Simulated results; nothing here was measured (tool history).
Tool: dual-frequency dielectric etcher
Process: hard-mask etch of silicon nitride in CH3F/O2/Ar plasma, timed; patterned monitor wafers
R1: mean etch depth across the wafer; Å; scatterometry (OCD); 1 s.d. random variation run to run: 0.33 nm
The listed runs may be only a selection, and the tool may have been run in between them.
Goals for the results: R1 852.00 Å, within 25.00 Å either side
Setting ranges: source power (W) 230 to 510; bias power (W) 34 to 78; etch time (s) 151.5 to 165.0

Run 1, hour 0.0: source power (W) 370, bias power (W) 56, etch time (s) 165.0. Result: R1 1108.80 Å.
Run 2, hour 4.1: source power (W) 350, bias power (W) 52, etch time (s) 162.0. Result: R1 1048.00 Å.
Run 3, hour 10.1: source power (W) 390, bias power (W) 52, etch time (s) 162.0. Result: R1 1095.50 Å.
Run 4, hour 19.0: source power (W) 390, bias power (W) 44, etch time (s) 162.0. Result: R1 1046.40 Å.
Run 5, hour 25.0: source power (W) 390, bias power (W) 44, etch time (s) 165.0. Result: R1 1063.70 Å.
Run 6, hour 28.2: source power (W) 430, bias power (W) 44, etch time (s) 165.0. Result: R1 1105.60 Å.
Run 7, hour 36.4: source power (W) 430, bias power (W) 44, etch time (s) 165.0. Result: R1 1105.90 Å.
Run 8, hour 37.6: source power (W) 400, bias power (W) 42, etch time (s) 162.0. Result: R1 1040.80 Å.
Run 9, hour 42.4: source power (W) 380, bias power (W) 40, etch time (s) 161.0. Result: R1 999.60 Å.
Run 10, hour 44.7: source power (W) 380, bias power (W) 40, etch time (s) 161.0. Result: R1 997.49 Å.
Run 11, hour 47.3: source power (W) 360, bias power (W) 39, etch time (s) 160.5. Result: R1 967.03 Å.
Run 12, hour 55.1: source power (W) 340, bias power (W) 38, etch time (s) 160.0. Result: R1 937.73 Å.
Run 13, hour 61.7: source power (W) 270, bias power (W) 34, etch time (s) 157.5. Result: R1 821.40 Å.

Exactly one of the 5 candidate moves below puts every result within its allowed miss. Which one?
Run A, hour 68.3: source power (W) 250, bias power (W) 36, etch time (s) 151.5. Result: R1 ?.
Run B, hour 68.3: source power (W) 240, bias power (W) 42, etch time (s) 163.5. Result: R1 ?.
Run C, hour 68.3: source power (W) 260, bias power (W) 34, etch time (s) 151.5. Result: R1 ?.
Run D, hour 68.3: source power (W) 290, bias power (W) 40, etch time (s) 161.0. Result: R1 ?.
Run E, hour 68.3: source power (W) 280, bias power (W) 34, etch time (s) 152.5. Result: R1 ?.

move      R1
   A  779.14
   B  860.09
   C  780.84
   D  902.90
   E  810.20
A: its largest miss is bigger than the last run's
B: all results in spec
C: its largest miss is bigger than the last run's
D: pushes the last run's worst result past its target
E: its largest miss is bigger than the last run's
B meets every target.

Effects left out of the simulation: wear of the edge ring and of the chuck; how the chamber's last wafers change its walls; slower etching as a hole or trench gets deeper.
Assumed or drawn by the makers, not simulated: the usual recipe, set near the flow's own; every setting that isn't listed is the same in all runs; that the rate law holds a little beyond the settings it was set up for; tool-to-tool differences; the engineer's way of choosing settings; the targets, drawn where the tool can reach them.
